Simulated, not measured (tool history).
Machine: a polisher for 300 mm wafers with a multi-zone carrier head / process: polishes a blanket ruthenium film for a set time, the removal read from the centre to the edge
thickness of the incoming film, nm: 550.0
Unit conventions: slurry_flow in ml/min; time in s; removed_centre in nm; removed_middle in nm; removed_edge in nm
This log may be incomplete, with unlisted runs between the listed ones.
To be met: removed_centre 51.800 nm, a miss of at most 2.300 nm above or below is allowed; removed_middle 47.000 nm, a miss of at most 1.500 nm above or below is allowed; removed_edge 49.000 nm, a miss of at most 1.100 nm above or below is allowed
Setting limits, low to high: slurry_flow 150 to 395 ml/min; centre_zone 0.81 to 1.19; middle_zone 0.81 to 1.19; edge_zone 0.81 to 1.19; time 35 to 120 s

run	hour	slurry_flow	centre_zone	middle_zone	edge_zone	time	removed_centre	removed_middle	removed_edge
1	0.0	250	1.00	1.00	1.00	77	88.834	86.385	87.419
2	4.4	240	0.99	0.97	0.96	66	75.766	73.606	74.648
3	6.8	240	0.99	1.02	0.96	66	75.204	76.051	74.503
4	13.3	240	0.99	0.97	0.96	66	75.703	72.666	73.182
5	15.3	230	0.97	0.93	0.93	59	66.240	62.736	65.239
6	21.1	225	0.97	0.91	0.90	54	59.601	56.399	59.327
# hour 24.7: worn pad replaced by a new one
7	24.7	220	0.98	0.90	0.87	51	61.948	56.612	60.366
8	29.7	230	1.08	1.00	0.97	39	53.385	47.959	47.396
9	31.7	230	1.07	0.99	0.98	39	51.969	48.374	47.360

Consider the 5 candidate settings below. Which is the only one whose results all fall within their allowed miss of target?
A	33.7	220	1.08	1.00	1.02	38	?	?	?
B	33.7	300	1.11	1.16	1.10	36	?	?	?
C	33.7	205	1.06	0.97	1.03	40	?	?	?
D	33.7	205	1.05	1.01	0.96	41	?	?	?
E	33.7	210	1.05	1.04	0.99	40	?	?	?

move	removed_centre	removed_middle	removed_edge
A	50.273	46.224	46.349
B	50.498	51.045	45.878
C	51.536	47.114	48.722
D	52.338	49.971	48.781
E	51.203	50.090	48.129
A: misses by more than the last run did
B: misses by more than the last run did
C: all results land within tolerance of their targets
D: gets the furthest-off result to its target, but another result is out of tolerance
E: gets the furthest-off result to its target, but another result is out of tolerance
Go with C: it meets all targets.

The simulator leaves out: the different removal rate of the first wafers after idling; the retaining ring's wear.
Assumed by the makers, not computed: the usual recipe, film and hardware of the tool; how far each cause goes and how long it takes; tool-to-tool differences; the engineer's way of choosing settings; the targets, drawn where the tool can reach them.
